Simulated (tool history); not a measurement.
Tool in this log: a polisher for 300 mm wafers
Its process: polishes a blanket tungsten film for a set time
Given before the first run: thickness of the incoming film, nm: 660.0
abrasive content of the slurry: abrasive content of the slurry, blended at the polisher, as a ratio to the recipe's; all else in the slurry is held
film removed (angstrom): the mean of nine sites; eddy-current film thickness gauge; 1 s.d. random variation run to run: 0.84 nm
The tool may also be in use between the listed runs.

run,day,flow of slurry (ml/min),pressure of the wafer on the pad (psi),speed of the pad under the wafer (m/s),abrasive content of the slurry,polishing time (s),film removed (angstrom)
1,0,120,3.8,0.98,1,33,1292.6
2,0.254,115,3.7,0.98,1,33,1258.1
3,0.317,115,4.2,0.98,1,33,1428.1
4,0.421,115,4,0.98,1,33,1356.5
5,0.75,115,3.3,0.98,1,33,1128.5
6,0.788,115,3.2,0.98,1,33,1091.9

Estimate the outcome of run 7 from the log above:
7,0.962,115,3.1,0.98,1,33,?

film removed (angstrom): 1058.3
